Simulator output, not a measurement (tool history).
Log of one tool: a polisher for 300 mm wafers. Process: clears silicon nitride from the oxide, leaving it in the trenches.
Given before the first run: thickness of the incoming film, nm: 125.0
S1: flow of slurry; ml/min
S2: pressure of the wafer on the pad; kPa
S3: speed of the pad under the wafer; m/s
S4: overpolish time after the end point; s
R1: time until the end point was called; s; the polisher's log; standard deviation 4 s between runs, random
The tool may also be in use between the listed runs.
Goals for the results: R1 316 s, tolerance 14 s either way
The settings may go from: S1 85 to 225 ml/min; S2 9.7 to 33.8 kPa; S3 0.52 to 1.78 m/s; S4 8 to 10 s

{"run": 1, "day": 0.0, "S1": 145, "S2": 21.4, "S3": 1.14, "S4": 10, "R1": 132.52}
{"run": 2, "day": 0.092, "S1": 145, "S2": 20, "S3": 1.1, "S4": 10, "R1": 145.23}
{"run": 3, "day": 0.396, "S1": 145, "S2": 18.6, "S3": 1.06, "S4": 10, "R1": 161.31}
{"run": 4, "day": 0.488, "S1": 145, "S2": 18.6, "S3": 1.06, "S4": 8, "R1": 164.09}
{"run": 5, "day": 0.696, "S1": 145, "S2": 17.9, "S3": 1.04, "S4": 8, "R1": 172.25}
{"run": 6, "day": 0.967, "S1": 145, "S2": 17.9, "S3": 1.04, "S4": 10, "R1": 168.05}
{"run": 7, "day": 1.275, "S1": 145, "S2": 17.2, "S3": 1, "S4": 10, "R1": 180.96}
{"run": 8, "day": 1.446, "S1": 145, "S2": 16.5, "S3": 0.98, "S4": 10, "R1": 197.31}

5 next moves are on the table. One of them brings every result within its allowed miss. Which?
{"run": "A", "day": 1.617, "S1": 170, "S2": 15.2, "S3": 0.64, "S4": 8, "R1": "?"}
{"run": "B", "day": 1.617, "S1": 140, "S2": 15.2, "S3": 0.58, "S4": 10, "R1": "?"}
{"run": "C", "day": 1.617, "S1": 110, "S2": 22.1, "S3": 1.42, "S4": 8, "R1": "?"}
{"run": "D", "day": 1.617, "S1": 155, "S2": 11.7, "S3": 0.72, "S4": 10, "R1": "?"}
{"run": "E", "day": 1.617, "S1": 155, "S2": 11.7, "S3": 0.76, "S4": 8, "R1": "?"}

move=A R1=316.74
move=B R1=357.1
move=C R1=110.27
move=D R1=363.27
move=E R1=344.99
A: in spec on every target
B: moves the result that the last run missed by most past its target, out the other side
C: its largest miss is bigger than the last run's
D: moves the result that the last run missed by most past its target, out the other side
E: moves the result that the last run missed by most past its target, out the other side
The right move is A.
